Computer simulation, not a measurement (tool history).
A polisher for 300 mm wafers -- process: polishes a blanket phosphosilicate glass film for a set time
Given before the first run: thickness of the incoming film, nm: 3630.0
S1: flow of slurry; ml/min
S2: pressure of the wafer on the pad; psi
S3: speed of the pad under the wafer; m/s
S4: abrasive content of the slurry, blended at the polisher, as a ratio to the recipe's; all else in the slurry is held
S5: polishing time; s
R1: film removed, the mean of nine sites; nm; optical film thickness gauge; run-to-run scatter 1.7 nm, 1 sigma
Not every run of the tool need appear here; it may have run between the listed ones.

run,hour,S1,S2,S3,S4,S5,R1
1,0.0,230,2.6,0.80,1.0,51,277.32
2,1.9,230,2.2,0.80,1.0,51,247.21
3,3.9,230,2.6,0.80,1.0,51,282.08
4,10.2,230,2.2,0.80,1.0,51,245.42
5,18.6,230,1.9,0.80,1.0,51,227.28
6,25.8,230,1.7,0.78,1.0,51,207.45
7,30.3,230,1.5,0.78,1.0,51,193.58
8,33.0,230,1.4,0.78,1.0,51,185.97

For run 9, what comes out?
9,40.4,230,1.4,0.78,1.0,51,?

{"run 9": {"R1": 188.33}}
